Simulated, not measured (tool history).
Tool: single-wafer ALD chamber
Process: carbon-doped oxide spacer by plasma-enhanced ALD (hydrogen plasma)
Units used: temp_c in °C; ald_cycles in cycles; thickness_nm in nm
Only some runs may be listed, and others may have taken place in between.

run	hour	temp_c	ald_cycles	thickness_nm
1	0	405	575	30.958
2	1.8	407	536	28.647
3	8.7	398	536	29.164
4	13.6	398	476	25.615
5	19.4	398	539	29.182
6	24.8	402	539	29.011

The next listed run, before its measurement:
7	29	407	447	?

{"run 7": {"thickness_nm": 23.998}}
